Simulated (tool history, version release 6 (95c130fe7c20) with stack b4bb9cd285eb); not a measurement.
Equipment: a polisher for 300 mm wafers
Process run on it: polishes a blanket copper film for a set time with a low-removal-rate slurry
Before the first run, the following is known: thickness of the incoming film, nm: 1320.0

run,day,flow of slurry (ml/min),pressure of the wafer on the pad (psi),speed of the pad under the wafer (cm/s),abrasive content of the slurry,polishing time (s),film removed (angstrom)
1,0.000,120,2.9,138,1.0,49,2084.6
2,0.300,120,2.9,138,1.0,51,2182.6
3,0.417,115,2.4,138,1.0,51,1804.1
4,0.738,110,2.1,138,1.0,51,1575.0
5,0.817,100,1.9,138,1.0,51,1385.7
6,0.971,100,1.9,138,1.0,49,1350.0
7,0.996,95,1.8,138,1.0,49,1247.3
8,1.221,90,1.8,138,1.0,49,1226.9

What will run 9 give?
9,1.504,85,1.8,138,1.0,49,?

For run 9 the tool returned film removed (angstrom) 1214.7.
